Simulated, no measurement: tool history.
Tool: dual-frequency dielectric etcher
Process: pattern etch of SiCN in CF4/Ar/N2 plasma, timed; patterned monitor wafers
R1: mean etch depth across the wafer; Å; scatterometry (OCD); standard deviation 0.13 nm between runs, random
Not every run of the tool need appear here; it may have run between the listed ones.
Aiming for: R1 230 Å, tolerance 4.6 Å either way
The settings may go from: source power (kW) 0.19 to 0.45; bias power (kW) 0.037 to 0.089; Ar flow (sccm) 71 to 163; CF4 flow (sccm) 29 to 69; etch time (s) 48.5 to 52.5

{"run": 1, "hour": 0.0, "source power (kW)": 0.32, "bias power (kW)": 0.063, "Ar flow (sccm)": 117, "CF4 flow (sccm)": 49, "etch time (s)": 52.5, "R1": 317.91}
{"run": 2, "hour": 5.1, "source power (kW)": 0.3, "bias power (kW)": 0.063, "Ar flow (sccm)": 117, "CF4 flow (sccm)": 49, "etch time (s)": 52.5, "R1": 302.46}
{"run": 3, "hour": 12.7, "source power (kW)": 0.28, "bias power (kW)": 0.063, "Ar flow (sccm)": 117, "CF4 flow (sccm)": 49, "etch time (s)": 52.5, "R1": 284.79}
{"run": 4, "hour": 20.8, "source power (kW)": 0.27, "bias power (kW)": 0.063, "Ar flow (sccm)": 117, "CF4 flow (sccm)": 49, "etch time (s)": 52.5, "R1": 275.48}
{"run": 5, "hour": 26.2, "source power (kW)": 0.26, "bias power (kW)": 0.063, "Ar flow (sccm)": 117, "CF4 flow (sccm)": 49, "etch time (s)": 52.5, "R1": 263.57}
{"run": 6, "hour": 27.3, "source power (kW)": 0.26, "bias power (kW)": 0.074, "Ar flow (sccm)": 117, "CF4 flow (sccm)": 49, "etch time (s)": 52.5, "R1": 281.43}
{"run": 7, "hour": 35.2, "source power (kW)": 0.25, "bias power (kW)": 0.074, "Ar flow (sccm)": 117, "CF4 flow (sccm)": 49, "etch time (s)": 52.5, "R1": 264.81}
{"run": 8, "hour": 37.1, "source power (kW)": 0.24, "bias power (kW)": 0.074, "Ar flow (sccm)": 117, "CF4 flow (sccm)": 49, "etch time (s)": 52.5, "R1": 257.66}
{"run": 9, "hour": 41.8, "source power (kW)": 0.23, "bias power (kW)": 0.074, "Ar flow (sccm)": 117, "CF4 flow (sccm)": 49, "etch time (s)": 52.5, "R1": 247.75}
{"run": 10, "hour": 42.7, "source power (kW)": 0.22, "bias power (kW)": 0.074, "Ar flow (sccm)": 117, "CF4 flow (sccm)": 49, "etch time (s)": 52.5, "R1": 236.63}

Which single option among these 4 for the next run brings every result within its allowed miss of target? Just one does.
{"run": "A", "hour": 43.6, "source power (kW)": 0.23, "bias power (kW)": 0.069, "Ar flow (sccm)": 126, "CF4 flow (sccm)": 47, "etch time (s)": 50.5, "R1": "?"}
{"run": "B", "hour": 43.6, "source power (kW)": 0.26, "bias power (kW)": 0.066, "Ar flow (sccm)": 120, "CF4 flow (sccm)": 45, "etch time (s)": 49, "R1": "?"}
{"run": "C", "hour": 43.6, "source power (kW)": 0.25, "bias power (kW)": 0.072, "Ar flow (sccm)": 111, "CF4 flow (sccm)": 38, "etch time (s)": 48.5, "R1": "?"}
{"run": "D", "hour": 43.6, "source power (kW)": 0.23, "bias power (kW)": 0.077, "Ar flow (sccm)": 138, "CF4 flow (sccm)": 53, "etch time (s)": 52.5, "R1": "?"}

move=A R1=230.35
move=B R1=247.06
move=C R1=240.15
move=D R1=248.83
A: meets every target
B: misses by more than the last run did
C: misses by more than the last run did
D: misses by more than the last run did
The right move is A.
